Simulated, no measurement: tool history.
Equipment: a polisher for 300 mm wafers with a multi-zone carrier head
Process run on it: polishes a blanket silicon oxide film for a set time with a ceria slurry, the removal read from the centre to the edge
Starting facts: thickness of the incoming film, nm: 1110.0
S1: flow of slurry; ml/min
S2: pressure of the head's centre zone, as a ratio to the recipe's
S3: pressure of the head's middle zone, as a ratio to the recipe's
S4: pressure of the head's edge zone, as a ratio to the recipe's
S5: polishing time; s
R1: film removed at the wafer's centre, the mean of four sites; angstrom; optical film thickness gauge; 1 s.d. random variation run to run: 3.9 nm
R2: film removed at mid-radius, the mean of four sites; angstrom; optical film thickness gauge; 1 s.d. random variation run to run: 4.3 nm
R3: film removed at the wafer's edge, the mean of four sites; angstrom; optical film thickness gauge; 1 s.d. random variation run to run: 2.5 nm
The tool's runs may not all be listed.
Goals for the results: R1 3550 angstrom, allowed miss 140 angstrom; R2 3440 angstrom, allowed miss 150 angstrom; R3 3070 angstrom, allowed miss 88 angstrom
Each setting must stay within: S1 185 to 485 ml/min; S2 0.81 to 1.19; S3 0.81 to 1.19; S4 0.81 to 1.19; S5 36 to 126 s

| run | day | S1 | S2 | S3 | S4 | S5 | R1 | R2 | R3 |
|---|---|---|---|---|---|---|---|---|---|
| 1 | 0 | 310 | 1 | 1 | 1 | 81 | 2454.3 | 2418.9 | 2410.5 |
| 2 | 0.133 | 270 | 1 | 1 | 1 | 81 | 2347.3 | 2399.7 | 2425.4 |
| 3 | 0.467 | 270 | 1 | 1 | 1 | 90 | 2596.7 | 2621.2 | 2688 |
| 4 | 0.75 | 270 | 1 | 1.06 | 1 | 90 | 2614.5 | 2822 | 2656.3 |
| 5 | 0.962 | 290 | 1.03 | 1.08 | 1.02 | 92 | 2791.2 | 2932.5 | 2769.7 |
| 6 | 1.267 | 310 | 1.06 | 1.1 | 1.03 | 93 | 2989.8 | 3071.7 | 2827.8 |
| 7 | 1.542 | 330 | 1.08 | 1.11 | 1.05 | 94 | 2991.9 | 3102.6 | 2860.2 |
| 8 | 1.854 | 330 | 1.1 | 1.12 | 1.05 | 96 | 3143.8 | 3205.7 | 2944 |
| 9 | 1.892 | 335 | 1.12 | 1.13 | 1.05 | 97 | 3235.9 | 3250.7 | 2942.7 |
| 10 | 2.208 | 340 | 1.14 | 1.14 | 1.06 | 98 | 3311.5 | 3393.9 | 3022.5 |

5 next moves are on the table. One of them brings every result within its allowed miss. Which?
| A | 2.525 | 360 | 1.13 | 1.17 | 1.12 | 95 | ? | ? | ? |
| B | 2.525 | 285 | 1.05 | 1.16 | 1.12 | 96 | ? | ? | ? |
| C | 2.525 | 380 | 1.15 | 1.12 | 1 | 102 | ? | ? | ? |
| D | 2.525 | 350 | 1.15 | 1.18 | 1.1 | 93 | ? | ? | ? |
| E | 2.525 | 305 | 1.09 | 1.16 | 1.1 | 98 | ? | ? | ? |

| move | R1 | R2 | R3 |
|---|---|---|---|
| A | 3270.4 | 3335.8 | 3034.1 |
| B | 2991 | 3270.5 | 3012.3 |
| C | 3590.6 | 3465.3 | 3092.3 |
| D | 3249.9 | 3281.3 | 2937.1 |
| E | 3196.7 | 3362.9 | 3064.3 |
A: lands further from the targets than the last run did
B: lands further from the targets than the last run did
C: each result inside its tolerance
D: lands further from the targets than the last run did
E: lands further from the targets than the last run did
The move that meets every target is C.

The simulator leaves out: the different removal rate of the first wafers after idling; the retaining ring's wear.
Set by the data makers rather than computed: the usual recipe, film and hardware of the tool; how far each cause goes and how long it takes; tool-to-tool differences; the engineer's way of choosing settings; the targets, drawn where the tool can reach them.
